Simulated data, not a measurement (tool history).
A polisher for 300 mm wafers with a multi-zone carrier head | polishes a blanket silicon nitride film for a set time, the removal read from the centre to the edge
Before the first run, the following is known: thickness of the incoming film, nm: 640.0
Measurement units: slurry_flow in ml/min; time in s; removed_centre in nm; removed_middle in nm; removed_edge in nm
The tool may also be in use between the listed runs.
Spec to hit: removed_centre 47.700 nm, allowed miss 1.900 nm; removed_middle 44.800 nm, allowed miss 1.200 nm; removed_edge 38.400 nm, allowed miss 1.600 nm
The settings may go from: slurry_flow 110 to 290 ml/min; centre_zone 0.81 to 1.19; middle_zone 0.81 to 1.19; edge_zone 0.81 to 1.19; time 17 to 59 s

run	day	slurry_flow	centre_zone	middle_zone	edge_zone	time	removed_centre	removed_middle	removed_edge
1	0.000	185	1.00	1.00	1.00	38	47.206	45.824	47.751
2	0.162	140	1.00	1.00	1.00	38	46.700	44.457	45.348
3	0.479	140	1.00	0.92	1.00	38	45.487	41.245	45.449
4	0.817	140	1.00	0.84	1.00	38	45.364	38.087	45.079
5	1.104	140	1.00	0.84	0.95	38	45.358	37.920	45.487
6	1.325	140	1.00	0.84	1.01	38	44.685	38.216	45.762
7	1.554	140	1.04	0.95	0.98	36	45.557	40.170	43.251
8	1.642	130	1.07	1.03	0.96	35	43.940	41.545	40.743
9	1.692	125	1.11	1.06	0.92	35	46.175	41.832	39.879
10	2.062	130	1.12	1.09	0.90	35	46.315	42.876	39.381

Exactly one of the 4 candidate moves below puts every result within its allowed miss. Which one?
A	2.433	120	1.17	1.09	0.86	35	?	?	?
B	2.433	115	1.17	1.06	0.84	35	?	?	?
C	2.433	115	1.17	1.16	0.85	35	?	?	?
D	2.433	135	1.15	1.07	0.83	35	?	?	?

move	removed_centre	removed_middle	removed_edge
A	46.844	43.020	38.647
B	46.345	41.623	38.045
C	46.377	44.967	38.179
D	47.297	43.376	38.746
A: moves toward the targets from the last run without getting all of them in spec
B: misses by more than the last run did
C: every result within its allowed miss
D: moves toward the targets from the last run without getting all of them in spec
Go with C: it meets all targets.
